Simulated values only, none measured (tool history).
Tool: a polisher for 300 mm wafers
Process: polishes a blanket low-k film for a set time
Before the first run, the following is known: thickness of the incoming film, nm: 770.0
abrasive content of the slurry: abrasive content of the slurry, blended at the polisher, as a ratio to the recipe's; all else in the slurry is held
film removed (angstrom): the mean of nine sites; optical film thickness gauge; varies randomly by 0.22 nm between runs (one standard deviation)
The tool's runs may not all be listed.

run	day	flow of slurry (ml/min)	pressure of the wafer on the pad (psi)	speed of the pad under the wafer (m/s)	abrasive content of the slurry	polishing time (s)	film removed (angstrom)
1	0	190	2	0.9	1	28	109.03
2	0.058	190	2	0.9	1	28	106.04
3	0.092	145	2	0.9	1	28	102.35
4	0.325	145	2	0.9	1.1	28	111.65
5	0.542	145	2.1	0.9	1.1	28	117
6	0.854	145	2.2	0.9	1.1	28	119.78
7	1.212	145	2.3	0.9	1.1	28	123.9
8	1.517	145	2.3	0.9	1.1	28	128.38

Estimate the outcome of run 9 from the log above:
9	1.788	145	2.5	0.9	1.1	28	?

film removed (angstrom): 139.33
